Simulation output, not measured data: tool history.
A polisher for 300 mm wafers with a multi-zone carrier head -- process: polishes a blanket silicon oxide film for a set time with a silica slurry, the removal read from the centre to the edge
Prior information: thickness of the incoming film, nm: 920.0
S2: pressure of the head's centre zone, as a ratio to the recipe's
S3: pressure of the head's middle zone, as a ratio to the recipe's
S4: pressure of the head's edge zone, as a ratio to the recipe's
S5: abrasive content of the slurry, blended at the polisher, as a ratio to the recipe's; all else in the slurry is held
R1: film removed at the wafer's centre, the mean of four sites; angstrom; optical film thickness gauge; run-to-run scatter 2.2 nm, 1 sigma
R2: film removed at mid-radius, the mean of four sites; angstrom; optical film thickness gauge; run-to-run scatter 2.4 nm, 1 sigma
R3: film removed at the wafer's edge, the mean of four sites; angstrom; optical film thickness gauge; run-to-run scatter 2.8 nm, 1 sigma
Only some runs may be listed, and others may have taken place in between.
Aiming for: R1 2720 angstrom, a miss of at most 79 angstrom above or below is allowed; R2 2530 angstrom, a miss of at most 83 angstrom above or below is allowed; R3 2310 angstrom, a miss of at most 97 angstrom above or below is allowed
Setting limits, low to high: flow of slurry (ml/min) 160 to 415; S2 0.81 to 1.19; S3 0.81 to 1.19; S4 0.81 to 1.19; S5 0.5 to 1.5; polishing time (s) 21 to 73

run 1 hour=0 | flow_of_slurry_(ml/min)=265 S2=1 S3=1 S4=1 S5=1 polishing_time_(s)=47 | R1=1765.5 R2=1769.4 R3=1766.8
run 2 hour=7.6 | flow_of_slurry_(ml/min)=280 S2=1.05 S3=1.04 S4=1.02 S5=1.15 polishing_time_(s)=47 | R1=1973.4 R2=1936.4 R3=1906.1
run 3 hour=9.7 | flow_of_slurry_(ml/min)=280 S2=1.05 S3=1.04 S4=0.94 S5=1.15 polishing_time_(s)=47 | R1=1961.9 R2=1929.8 R3=1829.2
run 4 hour=18.7 | flow_of_slurry_(ml/min)=290 S2=1.09 S3=1.07 S4=0.96 S5=1.25 polishing_time_(s)=48 | R1=2158.3 R2=2103.3 R3=1937.3
run 5 hour=24 | flow_of_slurry_(ml/min)=300 S2=1.12 S3=1.08 S4=0.99 S5=1.3 polishing_time_(s)=49 | R1=2367.2 R2=2185.5 R3=2042.7
run 6 hour=32.7 | flow_of_slurry_(ml/min)=305 S2=1.13 S3=1.1 S4=1.02 S5=1.35 polishing_time_(s)=49 | R1=2422.6 R2=2282.4 R3=2100.6
run 7 hour=37.8 | flow_of_slurry_(ml/min)=310 S2=1.14 S3=1.11 S4=1.04 S5=1.4 polishing_time_(s)=49 | R1=2501.1 R2=2324.6 R3=2186.2
run 8 hour=40.5 | flow_of_slurry_(ml/min)=315 S2=1.15 S3=1.13 S4=1.05 S5=1.45 polishing_time_(s)=49 | R1=2503.9 R2=2357.1 R3=2283.1
run 9 hour=45.7 | flow_of_slurry_(ml/min)=320 S2=1.16 S3=1.14 S4=1.04 S5=1.45 polishing_time_(s)=49 | R1=2519.4 R2=2435.1 R3=2192.1
run 10 hour=52.1 | flow_of_slurry_(ml/min)=325 S2=1.17 S3=1.14 S4=1.05 S5=1.45 polishing_time_(s)=49 | R1=2520.6 R2=2417.9 R3=2224.8
run 11 hour=54.4 | flow_of_slurry_(ml/min)=325 S2=1.18 S3=1.14 S4=1.04 S5=1.45 polishing_time_(s)=49 | R1=2600.4 R2=2433.7 R3=2221.2
run 12 hour=61 | flow_of_slurry_(ml/min)=330 S2=1.18 S3=1.14 S4=1.04 S5=1.45 polishing_time_(s)=49 | R1=2564.3 R2=2441.6 R3=2250.5
run 13 hour=69.5 | flow_of_slurry_(ml/min)=325 S2=1.18 S3=1.14 S4=1.03 S5=1.45 polishing_time_(s)=49 | R1=2543.5 R2=2419.1 R3=2211.3
run 14 hour=70.4 | flow_of_slurry_(ml/min)=325 S2=1.18 S3=1.14 S4=1.03 S5=1.45 polishing_time_(s)=49 | R1=2611.2 R2=2389.8 R3=2232

Consider the 4 candidate settings below. Which is the only one whose results all fall within their allowed miss of target?
run A hour=71.3 | flow_of_slurry_(ml/min)=320 S2=1.02 S3=0.94 S4=1.05 S5=1.5 polishing_time_(s)=56 | R1=? R2=? R3=?
run B hour=71.3 | flow_of_slurry_(ml/min)=335 S2=1.16 S3=1.19 S4=0.99 S5=1.4 polishing_time_(s)=53 | R1=? R2=? R3=?
run C hour=71.3 | flow_of_slurry_(ml/min)=260 S2=1.14 S3=1.18 S4=1.07 S5=1.2 polishing_time_(s)=55 | R1=? R2=? R3=?
run D hour=71.3 | flow_of_slurry_(ml/min)=325 S2=1.18 S3=1.13 S4=1.02 S5=1.5 polishing_time_(s)=51 | R1=? R2=? R3=?

move=A R1=2587.3 R2=2370.7 R3=2551.2
move=B R1=2740.4 R2=2688.7 R3=2291.7
move=C R1=2566.2 R2=2550.9 R3=2290.3
move=D R1=2736.8 R2=2525.6 R3=2287.4
A: further off than the last run
B: takes the result that was furthest off past its target
C: the furthest-off result lands on target, but another misses its tolerance
D: hits every target within its allowed miss
Correct choice: D, which meets every target

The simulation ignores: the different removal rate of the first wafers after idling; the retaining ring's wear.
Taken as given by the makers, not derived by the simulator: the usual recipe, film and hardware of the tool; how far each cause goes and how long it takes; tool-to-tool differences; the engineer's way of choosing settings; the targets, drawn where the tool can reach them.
